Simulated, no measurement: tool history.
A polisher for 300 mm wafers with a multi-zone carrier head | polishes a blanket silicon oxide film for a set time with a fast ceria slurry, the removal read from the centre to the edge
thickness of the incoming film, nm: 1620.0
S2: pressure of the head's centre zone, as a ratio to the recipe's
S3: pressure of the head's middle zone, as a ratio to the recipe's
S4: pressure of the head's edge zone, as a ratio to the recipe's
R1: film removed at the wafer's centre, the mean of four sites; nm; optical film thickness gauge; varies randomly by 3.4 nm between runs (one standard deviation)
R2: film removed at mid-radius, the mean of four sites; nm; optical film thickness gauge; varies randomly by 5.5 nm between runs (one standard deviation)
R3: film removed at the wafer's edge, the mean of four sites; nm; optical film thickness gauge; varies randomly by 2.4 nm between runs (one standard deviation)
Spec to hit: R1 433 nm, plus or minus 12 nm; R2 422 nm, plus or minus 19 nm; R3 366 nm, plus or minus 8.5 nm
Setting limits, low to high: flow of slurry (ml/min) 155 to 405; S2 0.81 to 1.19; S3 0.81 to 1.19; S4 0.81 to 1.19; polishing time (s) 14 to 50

run 1 hour=0 | flow_of_slurry_(ml/min)=260 S2=1 S3=1 S4=1 polishing_time_(s)=32 | R1=475.62 R2=497.54 R3=479.88
run 2 hour=2.4 | flow_of_slurry_(ml/min)=255 S2=1.02 S3=1 S4=0.95 polishing_time_(s)=31 | R1=468.12 R2=470.72 R3=454.16
run 3 hour=5.7 | flow_of_slurry_(ml/min)=255 S2=1.04 S3=1.03 S4=0.92 polishing_time_(s)=30 | R1=462.24 R2=473.77 R3=436.18
run 4 hour=10.4 | flow_of_slurry_(ml/min)=255 S2=1.04 S3=1.03 S4=0.92 polishing_time_(s)=25 | R1=388.03 R2=398.06 R3=357.04
run 5 hour=12.1 | flow_of_slurry_(ml/min)=270 S2=1.06 S3=1.04 S4=0.92 polishing_time_(s)=25 | R1=393.07 R2=393.08 R3=365.83
run 6 hour=16.9 | flow_of_slurry_(ml/min)=270 S2=1.06 S3=1.04 S4=0.88 polishing_time_(s)=25 | R1=402.73 R2=397.09 R3=358.58
run 7 hour=21.9 | flow_of_slurry_(ml/min)=280 S2=1.07 S3=1.06 S4=0.87 polishing_time_(s)=25 | R1=407.06 R2=395.99 R3=355.08
run 8 hour=30 | flow_of_slurry_(ml/min)=280 S2=1.07 S3=1.06 S4=0.87 polishing_time_(s)=25 | R1=401.64 R2=411.53 R3=356.81
run 9 hour=37.4 | flow_of_slurry_(ml/min)=285 S2=1.09 S3=1.06 S4=0.87 polishing_time_(s)=25 | R1=415.14 R2=398.8 R3=357.36

Pick the move, out of 4, that brings all results within their allowed miss; only one does.
run A hour=44.8 | flow_of_slurry_(ml/min)=235 S2=1.13 S3=1.02 S4=0.84 polishing_time_(s)=25 | R1=? R2=? R3=?
run B hour=44.8 | flow_of_slurry_(ml/min)=220 S2=1.11 S3=1.06 S4=0.9 polishing_time_(s)=25 | R1=? R2=? R3=?
run C hour=44.8 | flow_of_slurry_(ml/min)=265 S2=1.12 S3=1.07 S4=0.86 polishing_time_(s)=26 | R1=? R2=? R3=?
run D hour=44.8 | flow_of_slurry_(ml/min)=290 S2=1.18 S3=1.06 S4=0.81 polishing_time_(s)=25 | R1=? R2=? R3=?

move=A R1=417.83 R2=394.53 R3=348.43
move=B R1=406.66 R2=404.22 R3=355.35
move=C R1=437.6 R2=433.4 R3=369.29
move=D R1=448.13 R2=417.25 R3=349.75
A: its largest miss is bigger than the last run's
B: its largest miss is bigger than the last run's
C: in spec on every target
D: carries the result that was furthest off beyond its target, to the other side
C meets every target.

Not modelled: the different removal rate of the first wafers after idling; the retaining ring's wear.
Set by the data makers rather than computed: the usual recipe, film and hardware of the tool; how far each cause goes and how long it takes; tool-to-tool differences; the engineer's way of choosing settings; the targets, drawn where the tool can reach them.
